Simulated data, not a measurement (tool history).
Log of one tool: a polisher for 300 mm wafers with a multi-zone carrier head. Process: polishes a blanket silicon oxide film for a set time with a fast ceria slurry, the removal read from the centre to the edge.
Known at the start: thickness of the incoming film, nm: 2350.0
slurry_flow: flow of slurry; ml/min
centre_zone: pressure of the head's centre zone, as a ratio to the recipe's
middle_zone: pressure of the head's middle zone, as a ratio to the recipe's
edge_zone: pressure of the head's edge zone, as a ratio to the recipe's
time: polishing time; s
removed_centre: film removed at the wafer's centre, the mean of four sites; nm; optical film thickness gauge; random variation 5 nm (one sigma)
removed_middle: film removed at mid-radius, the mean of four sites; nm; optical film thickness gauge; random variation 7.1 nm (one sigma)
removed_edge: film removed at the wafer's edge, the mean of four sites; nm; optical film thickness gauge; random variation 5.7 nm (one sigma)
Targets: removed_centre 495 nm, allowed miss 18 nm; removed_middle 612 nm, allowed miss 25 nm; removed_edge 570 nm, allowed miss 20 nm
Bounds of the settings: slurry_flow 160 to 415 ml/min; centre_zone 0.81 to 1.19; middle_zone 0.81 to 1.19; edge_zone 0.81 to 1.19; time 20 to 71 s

run	hour	slurry_flow	centre_zone	middle_zone	edge_zone	time	removed_centre	removed_middle	removed_edge
1	0	265	1	1	1	45	614.12	646.92	622.27
2	4.8	265	1	1	1	39	548.45	546.93	539.31
3	6	265	1.04	1	1	39	575.49	547.09	541.48
4	9.4	265	1.04	1	1	28	406.25	390.77	389.03
5	12.5	270	1	1.04	1.05	32	449.18	474.23	457.47
6	13.6	280	0.98	1.06	1.09	34	465.37	504.44	490.38
7	17.4	280	0.96	1.09	1.11	35	466.73	529.01	509.63
8	22.1	285	0.95	1.12	1.13	36	476.32	574.16	538.49
# hour 30.1: worn pad replaced by a new one
9	30.1	285	0.95	1.12	1.13	36	523.45	611.52	578.76
10	32.7	285	0.95	1.12	1.13	36	516.89	612.31	574.31
11	35.6	280	0.94	1.12	1.13	36	514.3	616.71	566.11

4 next moves are on the table. One of them brings every result within its allowed miss. Which?
A	38.5	230	0.82	1.11	1.1	37	?	?	?
B	38.5	160	0.9	1.08	1.01	40	?	?	?
C	38.5	235	0.88	1.17	1.02	38	?	?	?
D	38.5	265	0.96	1.13	1.12	37	?	?	?

move	removed_centre	removed_middle	removed_edge
A	445.57	626.01	566.06
B	491.52	618.72	562.39
C	493.28	674.64	563.74
D	533.38	647.22	578.54
A: takes the result that was furthest off past its target
B: meets every target
C: brings the result that was furthest off to its target, and leaves another outside
D: further off than the last run
Answer: B

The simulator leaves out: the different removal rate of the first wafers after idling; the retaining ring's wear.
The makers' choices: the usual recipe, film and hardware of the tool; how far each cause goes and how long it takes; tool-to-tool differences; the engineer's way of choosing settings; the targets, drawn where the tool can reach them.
